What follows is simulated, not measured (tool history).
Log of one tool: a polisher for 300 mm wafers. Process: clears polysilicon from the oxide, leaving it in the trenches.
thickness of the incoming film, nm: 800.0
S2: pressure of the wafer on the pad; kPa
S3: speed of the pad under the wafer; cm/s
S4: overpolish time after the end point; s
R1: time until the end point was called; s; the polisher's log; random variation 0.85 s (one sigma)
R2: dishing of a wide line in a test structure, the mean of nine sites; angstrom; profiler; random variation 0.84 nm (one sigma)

{"run": 1, "hour": 0.0, "flow of slurry (ml/min)": 310, "S2": 13.8, "S3": 86, "S4": 26, "R1": 86.007, "R2": 420.31}
{"run": 2, "hour": 7.5, "flow of slurry (ml/min)": 310, "S2": 13.8, "S3": 86, "S4": 21, "R1": 85.05, "R2": 414.64}
{"run": 3, "hour": 9.1, "flow of slurry (ml/min)": 310, "S2": 17.2, "S3": 86, "S4": 21, "R1": 68.846, "R2": 413.7}
{"run": 4, "hour": 15.8, "flow of slurry (ml/min)": 380, "S2": 17.2, "S3": 86, "S4": 21, "R1": 69.159, "R2": 420.25}
{"run": 5, "hour": 23.4, "flow of slurry (ml/min)": 380, "S2": 16.5, "S3": 86, "S4": 20, "R1": 71.889, "R2": 406.07}
{"run": 6, "hour": 29.9, "flow of slurry (ml/min)": 440, "S2": 16.5, "S3": 86, "S4": 20, "R1": 70.789, "R2": 405.68}
{"run": 7, "hour": 33.6, "flow of slurry (ml/min)": 435, "S2": 15.9, "S3": 86, "S4": 21, "R1": 73.861, "R2": 427.29}
{"run": 8, "hour": 41.3, "flow of slurry (ml/min)": 485, "S2": 12.4, "S3": 78, "S4": 8, "R1": 101.43, "R2": 319.26}
{"run": 9, "hour": 46.1, "flow of slurry (ml/min)": 480, "S2": 12.4, "S3": 78, "S4": 11, "R1": 102.86, "R2": 343.55}
{"run": 10, "hour": 50.7, "flow of slurry (ml/min)": 480, "S2": 12.4, "S3": 78, "S4": 13, "R1": 103.33, "R2": 373.96}

Forecast run 11:
{"run": 11, "hour": 57.5, "flow of slurry (ml/min)": 480, "S2": 12.4, "S3": 78, "S4": 14, "R1": "?", "R2": "?"}

{"run 11": {"R1": 102.95, "R2": 386.36}}
